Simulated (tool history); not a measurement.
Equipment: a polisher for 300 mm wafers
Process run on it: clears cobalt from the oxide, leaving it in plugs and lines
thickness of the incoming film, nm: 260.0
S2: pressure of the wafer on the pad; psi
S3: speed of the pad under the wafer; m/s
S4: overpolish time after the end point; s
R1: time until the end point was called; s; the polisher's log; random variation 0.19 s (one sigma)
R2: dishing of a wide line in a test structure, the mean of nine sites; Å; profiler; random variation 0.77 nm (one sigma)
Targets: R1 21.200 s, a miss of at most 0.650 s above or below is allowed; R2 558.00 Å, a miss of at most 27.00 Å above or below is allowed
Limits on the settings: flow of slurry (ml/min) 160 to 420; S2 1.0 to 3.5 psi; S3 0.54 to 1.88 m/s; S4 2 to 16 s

run 1 hour=0.0 | flow_of_slurry_(ml/min)=270 S2=2.2 S3=1.20 S4=8 | R1=38.148 R2=375.48
run 2 hour=4.4 | flow_of_slurry_(ml/min)=270 S2=2.4 S3=1.20 S4=8 | R1=35.318 R2=399.74
run 3 hour=8.6 | flow_of_slurry_(ml/min)=270 S2=2.6 S3=1.20 S4=8 | R1=32.519 R2=416.37
run 4 hour=16.3 | flow_of_slurry_(ml/min)=270 S2=2.6 S3=1.20 S4=10 | R1=32.737 R2=489.50
run 5 hour=18.7 | flow_of_slurry_(ml/min)=230 S2=2.6 S3=1.20 S4=10 | R1=33.561 R2=487.43
run 6 hour=20.8 | flow_of_slurry_(ml/min)=200 S2=2.6 S3=1.20 S4=10 | R1=34.327 R2=479.51
run 7 hour=24.4 | flow_of_slurry_(ml/min)=275 S2=3.2 S3=1.22 S4=7 | R1=26.646 R2=451.92
run 8 hour=30.5 | flow_of_slurry_(ml/min)=280 S2=3.3 S3=1.24 S4=7 | R1=25.203 R2=456.27
run 9 hour=34.5 | flow_of_slurry_(ml/min)=285 S2=3.3 S3=1.26 S4=7 | R1=24.883 R2=458.94
run 10 hour=37.7 | flow_of_slurry_(ml/min)=285 S2=3.3 S3=1.28 S4=7 | R1=24.771 R2=465.81
run 11 hour=46.6 | flow_of_slurry_(ml/min)=285 S2=3.3 S3=1.30 S4=7 | R1=24.420 R2=469.52
run 12 hour=50.8 | flow_of_slurry_(ml/min)=285 S2=3.3 S3=1.32 S4=7 | R1=24.728 R2=473.97

Pick the move, out of 4, that brings all results within their allowed miss; only one does.
run A hour=55.0 | flow_of_slurry_(ml/min)=360 S2=3.1 S3=1.42 S4=9 | R1=? R2=?
run B hour=55.0 | flow_of_slurry_(ml/min)=355 S2=2.4 S3=1.34 S4=11 | R1=? R2=?
run C hour=55.0 | flow_of_slurry_(ml/min)=295 S2=3.1 S3=1.34 S4=6 | R1=? R2=?
run D hour=55.0 | flow_of_slurry_(ml/min)=365 S2=3.5 S3=1.42 S4=8 | R1=? R2=?

move=A R1=23.880 R2=560.62
move=B R1=32.068 R2=531.12
move=C R1=25.393 R2=415.32
move=D R1=21.180 R2=561.12
A: gains on the last run, yet a result remains outside its allowed miss
B: misses by more than the last run did
C: misses by more than the last run did
D: every result lands within tolerance
Answer: D

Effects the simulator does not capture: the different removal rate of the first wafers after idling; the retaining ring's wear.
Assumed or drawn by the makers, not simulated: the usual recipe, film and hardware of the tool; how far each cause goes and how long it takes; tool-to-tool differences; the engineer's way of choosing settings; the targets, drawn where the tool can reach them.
